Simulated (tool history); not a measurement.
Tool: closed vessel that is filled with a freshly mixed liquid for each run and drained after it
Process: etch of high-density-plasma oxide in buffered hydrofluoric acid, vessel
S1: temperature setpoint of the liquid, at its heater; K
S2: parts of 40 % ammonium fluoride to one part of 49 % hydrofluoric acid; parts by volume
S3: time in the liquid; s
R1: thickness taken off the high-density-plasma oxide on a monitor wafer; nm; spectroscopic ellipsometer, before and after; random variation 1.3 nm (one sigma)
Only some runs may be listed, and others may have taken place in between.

run	hour	S1	S2	S3	R1
1	0	296.15	11.5	90	79.616
2	6	299.15	11.5	90	92.469
3	11.7	299.15	10	90	105.79
4	19.4	299.15	10	90	106.32
5	23.7	297.15	10	90	95.782
# hour 26.4: hydrofluoric acid flow meter replaced
6	26.4	297.15	12.5	90	85.613

What does the tool deliver on the next run?
7	34.1	298.65	11.5	90	?

R1: 101.79 nm
